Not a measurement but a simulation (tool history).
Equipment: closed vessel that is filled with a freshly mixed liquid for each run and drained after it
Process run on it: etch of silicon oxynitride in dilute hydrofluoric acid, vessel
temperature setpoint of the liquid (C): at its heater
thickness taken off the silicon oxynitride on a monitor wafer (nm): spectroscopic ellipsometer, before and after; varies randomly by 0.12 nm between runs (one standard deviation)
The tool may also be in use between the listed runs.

run  hour  temperature setpoint of the liquid (C)  parts of water to one part of 49 % hydrofluoric acid (parts by volume)  time in the liquid (s)  thickness taken off the silicon oxynitride on a monitor wafer (nm)
  1   0.0                                    24.0                                                                      80                     310                                                              8.5754
  2   8.7                                    24.0                                                                      80                     310                                                              8.6552
  3  13.9                                    24.0                                                                      95                     310                                                              7.1476
  4  19.0                                    26.5                                                                      85                     310                                                              9.0218
  5  21.0                                    26.5                                                                      65                     310                                                             12.1750
  6  27.7                                    28.0                                                                      65                     310                                                             12.9260
  7  31.6                                    32.0                                                                      60                     310                                                             17.1420
  8  34.1                                    31.5                                                                      60                     310                                                             16.6130

Forecast run 9:
  9  40.3                                    31.0                                                                      60                     310                                                                   ?

thickness taken off the silicon oxynitride on a monitor wafer (nm): 16.2360
